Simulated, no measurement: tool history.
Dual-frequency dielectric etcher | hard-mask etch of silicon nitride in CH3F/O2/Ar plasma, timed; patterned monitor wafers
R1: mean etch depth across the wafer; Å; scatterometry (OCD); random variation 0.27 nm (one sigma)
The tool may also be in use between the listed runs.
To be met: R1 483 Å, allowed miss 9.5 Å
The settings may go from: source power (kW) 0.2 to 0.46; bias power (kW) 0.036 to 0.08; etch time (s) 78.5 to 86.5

run 1 hour=0 | source_power_(kW)=0.33 bias_power_(kW)=0.058 etch_time_(s)=86.5 | R1=551.91
run 2 hour=1.3 | source_power_(kW)=0.38 bias_power_(kW)=0.058 etch_time_(s)=86.5 | R1=588.72
run 3 hour=4.3 | source_power_(kW)=0.35 bias_power_(kW)=0.057 etch_time_(s)=86.5 | R1=560.87
run 4 hour=12.9 | source_power_(kW)=0.33 bias_power_(kW)=0.056 etch_time_(s)=86.5 | R1=540.4
run 5 hour=20.3 | source_power_(kW)=0.33 bias_power_(kW)=0.059 etch_time_(s)=86.5 | R1=552.58
run 6 hour=28.6 | source_power_(kW)=0.38 bias_power_(kW)=0.059 etch_time_(s)=86.5 | R1=586.99
run 7 hour=35.8 | source_power_(kW)=0.35 bias_power_(kW)=0.058 etch_time_(s)=86.5 | R1=571.76
run 8 hour=41.6 | source_power_(kW)=0.33 bias_power_(kW)=0.057 etch_time_(s)=86.5 | R1=548.64
run 9 hour=46.3 | source_power_(kW)=0.31 bias_power_(kW)=0.056 etch_time_(s)=86.5 | R1=523.85
run 10 hour=47.8 | source_power_(kW)=0.3 bias_power_(kW)=0.056 etch_time_(s)=86.5 | R1=515.58
run 11 hour=52.2 | source_power_(kW)=0.29 bias_power_(kW)=0.056 etch_time_(s)=86.5 | R1=515.28
run 12 hour=56.7 | source_power_(kW)=0.28 bias_power_(kW)=0.056 etch_time_(s)=86.5 | R1=503.1
run 13 hour=64 | source_power_(kW)=0.27 bias_power_(kW)=0.056 etch_time_(s)=86.5 | R1=495.84

4 next moves are on the table. One of them brings every result within its allowed miss. Which?
run A hour=71.3 | source_power_(kW)=0.29 bias_power_(kW)=0.055 etch_time_(s)=79.5 | R1=?
run B hour=71.3 | source_power_(kW)=0.27 bias_power_(kW)=0.06 etch_time_(s)=81.5 | R1=?
run C hour=71.3 | source_power_(kW)=0.25 bias_power_(kW)=0.06 etch_time_(s)=81 | R1=?
run D hour=71.3 | source_power_(kW)=0.31 bias_power_(kW)=0.05 etch_time_(s)=79.5 | R1=?

move=A R1=464.05
move=B R1=477.58
move=C R1=457.5
move=D R1=459.64
A: takes the result that was furthest off past its target
B: meets every target
C: takes the result that was furthest off past its target
D: takes the result that was furthest off past its target
Move B is the one to make.
